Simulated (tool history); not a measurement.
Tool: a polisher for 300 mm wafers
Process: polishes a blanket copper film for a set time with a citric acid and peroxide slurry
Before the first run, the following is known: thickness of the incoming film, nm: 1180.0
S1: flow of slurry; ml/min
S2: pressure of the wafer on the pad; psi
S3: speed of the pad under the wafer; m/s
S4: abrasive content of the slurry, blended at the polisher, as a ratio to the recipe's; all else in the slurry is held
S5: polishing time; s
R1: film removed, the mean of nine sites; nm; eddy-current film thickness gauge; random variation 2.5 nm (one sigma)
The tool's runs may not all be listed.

run	hour	S1	S2	S3	S4	S5	R1
1	0	230	4.1	0.98	1	36	115.08
2	6	210	4.1	0.98	1	36	112.82
3	8.1	210	4.1	0.76	1	36	89.102
4	11.5	210	4.1	0.54	1	36	64.83
5	19	155	4.1	0.54	1	36	61.947
6	25.2	140	4.1	0.54	1	36	61.813
7	31.6	150	4.7	0.64	1	36	82.053
8	33.4	160	5.1	0.72	1	36	101.25
9	36.8	170	5.4	0.78	1	36	114.6

For run 10, what comes out?
10	37.6	175	5.6	0.84	1	36	?

R1: 129.69 nm

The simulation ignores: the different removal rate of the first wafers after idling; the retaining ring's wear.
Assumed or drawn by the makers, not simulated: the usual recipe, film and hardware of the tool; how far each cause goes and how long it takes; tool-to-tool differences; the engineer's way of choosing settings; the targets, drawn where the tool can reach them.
